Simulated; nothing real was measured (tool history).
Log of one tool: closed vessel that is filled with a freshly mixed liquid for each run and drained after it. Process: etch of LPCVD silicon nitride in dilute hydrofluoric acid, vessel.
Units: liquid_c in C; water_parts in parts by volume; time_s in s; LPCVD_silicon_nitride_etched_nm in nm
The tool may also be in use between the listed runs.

run,day,liquid_c,water_parts,time_s,LPCVD_silicon_nitride_etched_nm
1,0,25,95,2825,17.609
2,0.121,25,95,2825,17.6
3,0.338,23,95,2825,15.253
4,0.496,23,95,3030,16.268
5,0.729,22,95,3030,15.263
6,0.933,22,95,3030,15.555
7,1.125,21,95,3030,14.36
8,1.254,20.5,95,3030,13.99

Forecast run 9:
# day 1.508: thermometer replaced
9,1.508,20,95,3030,?

{"run 9": {"LPCVD_silicon_nitride_etched_nm": 12.702}}

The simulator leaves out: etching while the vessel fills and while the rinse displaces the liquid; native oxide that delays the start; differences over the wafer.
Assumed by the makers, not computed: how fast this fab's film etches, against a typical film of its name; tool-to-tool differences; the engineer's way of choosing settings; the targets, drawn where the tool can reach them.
